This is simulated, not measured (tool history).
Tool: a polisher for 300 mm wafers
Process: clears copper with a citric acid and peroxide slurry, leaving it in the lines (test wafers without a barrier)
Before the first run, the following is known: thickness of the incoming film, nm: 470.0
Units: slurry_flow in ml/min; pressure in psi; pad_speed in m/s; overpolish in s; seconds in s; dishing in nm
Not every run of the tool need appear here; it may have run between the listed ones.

| run | day | slurry_flow | pressure | pad_speed | slurry_solids | overpolish | seconds | dishing |
|---|---|---|---|---|---|---|---|---|
| 1 | 0 | 150 | 3.2 | 1.36 | 1 | 27 | 187.76 | 46.245 |
| 2 | 0.288 | 150 | 3.1 | 1.36 | 1 | 26 | 191.67 | 43.639 |
| 3 | 0.667 | 150 | 3.1 | 1.36 | 1 | 17 | 192.48 | 31.568 |
| 4 | 0.938 | 150 | 3.1 | 1.36 | 1 | 25 | 193.61 | 42.333 |
|  | 1.204 | head pressure recalibrated |
| 5 | 1.204 | 130 | 3.1 | 1.36 | 1 | 25 | 210.16 | 39.07 |
| 6 | 1.533 | 130 | 3.4 | 1.36 | 1 | 25 | 193.34 | 42.073 |
| 7 | 1.679 | 125 | 3.4 | 1.36 | 1 | 25 | 192.77 | 42.016 |

Run 8 comes next. What will it give?
| 8 | 1.879 | 120 | 3.4 | 1.36 | 1 | 25 | ? | ? |

seconds: 197.63 s
dishing: 41.301 nm
